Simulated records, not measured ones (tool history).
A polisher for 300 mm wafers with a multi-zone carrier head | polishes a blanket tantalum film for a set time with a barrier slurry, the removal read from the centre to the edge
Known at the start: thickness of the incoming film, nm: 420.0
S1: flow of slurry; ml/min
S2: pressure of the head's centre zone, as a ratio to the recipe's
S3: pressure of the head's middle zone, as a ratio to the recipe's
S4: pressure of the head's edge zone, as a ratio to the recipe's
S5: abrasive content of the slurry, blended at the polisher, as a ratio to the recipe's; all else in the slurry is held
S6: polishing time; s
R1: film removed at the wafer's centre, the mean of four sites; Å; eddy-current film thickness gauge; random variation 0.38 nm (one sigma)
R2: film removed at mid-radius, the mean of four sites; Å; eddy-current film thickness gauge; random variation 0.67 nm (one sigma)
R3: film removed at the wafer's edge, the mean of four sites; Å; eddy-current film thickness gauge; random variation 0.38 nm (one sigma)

run,day,S1,S2,S3,S4,S5,S6,R1,R2,R3
1,0.000,245,1.00,1.00,1.00,1.00,37,562.97,565.41,558.57
2,0.350,245,1.00,1.04,1.00,1.00,37,559.70,580.42,553.56
3,0.612,235,1.00,1.00,0.97,0.95,37,545.58,549.87,540.02
4,0.942,230,1.00,0.97,0.94,0.90,37,537.16,527.02,512.93
5,0.996,230,1.00,0.91,0.94,0.90,37,539.21,511.94,515.85
6,1.346,220,1.00,0.89,0.94,0.90,37,539.19,493.73,521.54
7,1.417,195,0.96,0.85,0.84,0.75,37,472.39,428.27,456.24
8,1.662,205,0.96,0.85,0.85,0.75,37,484.85,443.20,465.26

Forecast run 9:
9,1.888,235,0.96,0.83,0.90,0.75,37,?,?,?

Run 9 gave R1 485.03 Å, R2 438.37 Å, R3 485.00 Å.

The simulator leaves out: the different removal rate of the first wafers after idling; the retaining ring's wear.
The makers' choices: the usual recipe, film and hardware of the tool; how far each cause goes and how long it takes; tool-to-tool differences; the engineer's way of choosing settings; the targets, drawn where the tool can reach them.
